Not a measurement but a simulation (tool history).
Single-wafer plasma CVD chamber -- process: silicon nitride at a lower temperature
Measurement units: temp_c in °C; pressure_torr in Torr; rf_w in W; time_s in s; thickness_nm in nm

run,hour,temp_c,pressure_torr,rf_w,time_s,thickness_nm
1,0,370,1.39,385,19.5,24.201
2,8.5,370,1.39,420,19.5,25.526
3,12.9,370,1.29,420,19.5,24.961
4,15.1,370,1.25,410,19.5,24.345
5,20,370,1.42,410,19.5,25.371
6,22,370,1.37,400,19.5,24.788
7,29.2,370,1.32,390,19.5,24.154
8,33.5,370,1.28,380,19.5,23.441

What will run 9 give?
9,42.4,370,1.28,380,19.5,?

Run 9 came out at thickness_nm 23.524 nm.
